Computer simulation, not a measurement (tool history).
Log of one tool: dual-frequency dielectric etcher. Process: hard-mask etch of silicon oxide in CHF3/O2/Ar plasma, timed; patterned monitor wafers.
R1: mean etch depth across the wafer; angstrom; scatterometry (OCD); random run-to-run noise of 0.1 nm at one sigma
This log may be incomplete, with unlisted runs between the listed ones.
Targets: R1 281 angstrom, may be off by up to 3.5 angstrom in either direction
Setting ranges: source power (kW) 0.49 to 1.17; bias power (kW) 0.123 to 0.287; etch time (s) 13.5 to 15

Run 1, hour 0: source power (kW) 0.83, bias power (kW) 0.205, etch time (s) 15. Result: R1 335.73 angstrom.
Run 2, hour 4.7: source power (kW) 0.94, bias power (kW) 0.205, etch time (s) 15. Result: R1 348.78 angstrom.
Run 3, hour 11.8: source power (kW) 0.89, bias power (kW) 0.201, etch time (s) 15. Result: R1 340.44 angstrom.
Run 4, hour 18.1: source power (kW) 0.85, bias power (kW) 0.197, etch time (s) 15. Result: R1 332.57 angstrom.
Run 5, hour 23.6: source power (kW) 0.85, bias power (kW) 0.169, etch time (s) 15. Result: R1 315.67 angstrom.
Run 6, hour 32.3: source power (kW) 0.82, bias power (kW) 0.168, etch time (s) 15. Result: R1 313.53 angstrom.
Run 7, hour 34.6: source power (kW) 0.79, bias power (kW) 0.167, etch time (s) 15. Result: R1 311.95 angstrom.
Run 8, hour 37.3: source power (kW) 0.76, bias power (kW) 0.165, etch time (s) 15. Result: R1 303.64 angstrom.
Run 9, hour 41.9: source power (kW) 0.74, bias power (kW) 0.165, etch time (s) 15. Result: R1 301.79 angstrom.
Run 10, hour 47.9: source power (kW) 0.72, bias power (kW) 0.165, etch time (s) 15. Result: R1 298.33 angstrom.
Run 11, hour 50.9: source power (kW) 0.71, bias power (kW) 0.165, etch time (s) 15. Result: R1 299.52 angstrom.
Run 12, hour 58.7: source power (kW) 0.55, bias power (kW) 0.161, etch time (s) 15. Result: R1 274.23 angstrom.
Run 13, hour 60: source power (kW) 0.56, bias power (kW) 0.161, etch time (s) 15. Result: R1 276.77 angstrom.

Which one of the following 4 next-run settings gets every result inside its allowed miss? There is exactly one.
Run A, hour 61.3: source power (kW) 0.58, bias power (kW) 0.176, etch time (s) 15. Result: R1 ?.
Run B, hour 61.3: source power (kW) 0.64, bias power (kW) 0.149, etch time (s) 15. Result: R1 ?.
Run C, hour 61.3: source power (kW) 0.52, bias power (kW) 0.228, etch time (s) 14.5. Result: R1 ?.
Run D, hour 61.3: source power (kW) 0.59, bias power (kW) 0.183, etch time (s) 15. Result: R1 ?.

move      R1
   A  287.05
   B  281.25
   C  292.04
   D  292.07
A: the result that was furthest off in the last run now lies on the other side of its target
B: in spec on every target
C: the result that was furthest off in the last run now lies on the other side of its target
D: the result that was furthest off in the last run now lies on the other side of its target
So the answer is move B, the one that meets all the targets.
